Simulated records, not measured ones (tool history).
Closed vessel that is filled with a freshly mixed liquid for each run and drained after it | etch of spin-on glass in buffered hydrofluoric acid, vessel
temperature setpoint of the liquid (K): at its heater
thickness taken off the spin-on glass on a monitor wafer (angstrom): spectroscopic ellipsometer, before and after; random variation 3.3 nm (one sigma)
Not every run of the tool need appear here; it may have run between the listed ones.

run,day,temperature setpoint of the liquid (K),parts of 40 % ammonium fluoride to one part of 49 % hydrofluoric acid (parts by volume),time in the liquid (s),thickness taken off the spin-on glass on a monitor wafer (angstrom)
1,0.000,297.15,9.0,95,5564.9
2,0.050,300.15,9.0,95,6537.1
3,0.379,300.15,9.0,95,6540.8
4,0.525,300.15,9.0,100,6847.6
5,0.567,298.65,9.0,100,6349.9
6,0.942,297.65,9.0,100,6042.7
7,1.162,297.15,9.0,100,5868.8

Predict the results of run 8:
8,1.225,296.65,9.0,100,?

thickness taken off the spin-on glass on a monitor wafer (angstrom): 5736.3
